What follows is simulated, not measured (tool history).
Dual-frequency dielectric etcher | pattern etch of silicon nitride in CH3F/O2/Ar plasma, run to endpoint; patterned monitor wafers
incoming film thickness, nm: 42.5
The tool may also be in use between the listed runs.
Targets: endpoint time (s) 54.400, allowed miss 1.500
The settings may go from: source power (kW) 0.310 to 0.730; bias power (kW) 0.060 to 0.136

| run | day | source power (kW) | bias power (kW) | endpoint time (s) |
|---|---|---|---|---|
| 1 | 0.000 | 0.520 | 0.098 | 46.917 |
| 2 | 0.208 | 0.520 | 0.110 | 46.380 |
| 3 | 0.483 | 0.520 | 0.117 | 45.393 |
| 4 | 0.696 | 0.450 | 0.117 | 46.876 |
| 5 | 0.983 | 0.500 | 0.117 | 45.644 |
| 6 | 1.033 | 0.500 | 0.107 | 46.858 |
| 7 | 1.292 | 0.480 | 0.104 | 47.932 |
| 8 | 1.621 | 0.460 | 0.102 | 48.111 |
| 9 | 1.992 | 0.440 | 0.098 | 49.603 |
| 10 | 2.221 | 0.430 | 0.096 | 50.172 |
| 11 | 2.471 | 0.420 | 0.095 | 51.427 |
| 12 | 2.533 | 0.410 | 0.094 | 51.947 |
| 13 | 2.650 | 0.400 | 0.094 | 51.942 |
| 14 | 2.817 | 0.390 | 0.093 | 52.593 |

Which of these 5 next moves meets every target?
| A | 2.983 | 0.510 | 0.072 | ? |
| B | 2.983 | 0.310 | 0.081 | ? |
| C | 2.983 | 0.400 | 0.101 | ? |
| D | 2.983 | 0.390 | 0.083 | ? |
| E | 2.983 | 0.440 | 0.098 | ? |

| move | endpoint time (s) |
|---|---|
| A | 51.116 |
| B | 56.878 |
| C | 50.189 |
| D | 53.237 |
| E | 49.302 |
A: further off than the last run
B: takes the result that was furthest off past its target
C: further off than the last run
D: meets every target
E: further off than the last run
Answer: D
